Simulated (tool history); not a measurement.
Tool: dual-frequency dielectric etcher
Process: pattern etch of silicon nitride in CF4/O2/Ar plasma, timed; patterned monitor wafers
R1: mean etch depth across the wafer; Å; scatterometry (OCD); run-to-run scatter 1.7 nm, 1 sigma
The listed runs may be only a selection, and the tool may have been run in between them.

Run 1, day 0: source power (kW) 0.6, bias power (kW) 0.041, Ar flow (sccm) 98, CF4 flow (sccm) 137, etch time (s) 210. Result: R1 4531.5 Å.
Run 2, day 0.104: source power (kW) 0.6, bias power (kW) 0.041, Ar flow (sccm) 98, CF4 flow (sccm) 120, etch time (s) 210. Result: R1 4425.8 Å.
Run 3, day 0.321: source power (kW) 0.57, bias power (kW) 0.041, Ar flow (sccm) 98, CF4 flow (sccm) 120, etch time (s) 210. Result: R1 4213 Å.
Run 4, day 0.383: source power (kW) 0.63, bias power (kW) 0.041, Ar flow (sccm) 98, CF4 flow (sccm) 120, etch time (s) 210. Result: R1 4585.4 Å.
Run 5, day 0.758: source power (kW) 0.63, bias power (kW) 0.041, Ar flow (sccm) 98, CF4 flow (sccm) 141, etch time (s) 210. Result: R1 4784.1 Å.
Run 6, day 0.829: source power (kW) 0.59, bias power (kW) 0.041, Ar flow (sccm) 98, CF4 flow (sccm) 141, etch time (s) 210. Result: R1 4507 Å.
Run 7, day 0.962: source power (kW) 0.56, bias power (kW) 0.041, Ar flow (sccm) 98, CF4 flow (sccm) 141, etch time (s) 210. Result: R1 4248.8 Å.
Run 8, day 1.204: source power (kW) 0.56, bias power (kW) 0.041, Ar flow (sccm) 98, CF4 flow (sccm) 141, etch time (s) 210. Result: R1 4286.4 Å.
Run 9, day 1.492: source power (kW) 0.54, bias power (kW) 0.041, Ar flow (sccm) 98, CF4 flow (sccm) 141, etch time (s) 210. Result: R1 4118.1 Å.

Forecast run 10:
Run 10, day 1.862: source power (kW) 0.53, bias power (kW) 0.041, Ar flow (sccm) 98, CF4 flow (sccm) 141, etch time (s) 210. Result: R1 ?.

{"run 10": {"R1": 4048.8}}
